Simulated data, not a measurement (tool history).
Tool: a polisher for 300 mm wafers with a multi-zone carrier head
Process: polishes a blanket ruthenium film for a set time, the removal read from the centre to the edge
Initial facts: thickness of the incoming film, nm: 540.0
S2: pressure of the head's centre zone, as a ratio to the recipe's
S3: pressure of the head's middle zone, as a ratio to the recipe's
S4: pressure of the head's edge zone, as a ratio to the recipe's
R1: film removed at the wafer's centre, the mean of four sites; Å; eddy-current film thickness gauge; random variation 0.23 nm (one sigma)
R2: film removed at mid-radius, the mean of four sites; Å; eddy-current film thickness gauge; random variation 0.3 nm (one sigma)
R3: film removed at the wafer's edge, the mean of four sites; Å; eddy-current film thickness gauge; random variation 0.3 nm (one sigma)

run 1 hour=0.0 | flow_of_slurry_(ml/min)=205 S2=1.00 S3=1.00 S4=1.00 polishing_time_(s)=56 | R1=639.23 R2=640.83 R3=637.60
run 2 hour=4.9 | flow_of_slurry_(ml/min)=205 S2=1.00 S3=1.00 S4=1.00 polishing_time_(s)=69 | R1=793.02 R2=794.09 R3=773.56
run 3 hour=7.9 | flow_of_slurry_(ml/min)=195 S2=1.00 S3=1.00 S4=0.98 polishing_time_(s)=65 | R1=741.67 R2=735.86 R3=748.00
run 4 hour=9.5 | flow_of_slurry_(ml/min)=205 S2=0.99 S3=0.98 S4=1.00 polishing_time_(s)=61 | R1=684.08 R2=695.52 R3=696.93
run 5 hour=16.9 | flow_of_slurry_(ml/min)=205 S2=0.99 S3=0.98 S4=0.96 polishing_time_(s)=61 | R1=695.14 R2=707.74 R3=691.48
run 6 hour=21.5 | flow_of_slurry_(ml/min)=195 S2=0.99 S3=1.00 S4=0.98 polishing_time_(s)=57 | R1=650.54 R2=647.87 R3=637.90
run 7 hour=22.4 | flow_of_slurry_(ml/min)=190 S2=0.97 S3=0.99 S4=0.96 polishing_time_(s)=54 | R1=599.69 R2=616.07 R3=607.88
run 8 hour=30.0 | flow_of_slurry_(ml/min)=135 S2=0.99 S3=0.91 S4=0.86 polishing_time_(s)=38 | R1=408.56 R2=387.52 R3=382.96
run 9 hour=34.9 | flow_of_slurry_(ml/min)=135 S2=0.99 S3=0.91 S4=0.86 polishing_time_(s)=37 | R1=398.57 R2=382.38 R3=370.18
run 10 hour=43.6 | flow_of_slurry_(ml/min)=155 S2=0.93 S3=0.92 S4=0.83 polishing_time_(s)=29 | R1=296.41 R2=306.98 R3=297.25

Predict the results of run 11:
run 11 hour=52.2 | flow_of_slurry_(ml/min)=155 S2=0.94 S3=0.93 S4=0.84 polishing_time_(s)=29 | R1=? R2=? R3=?

{"run 11": {"R1": 301.68, "R2": 309.79, "R3": 295.64}}
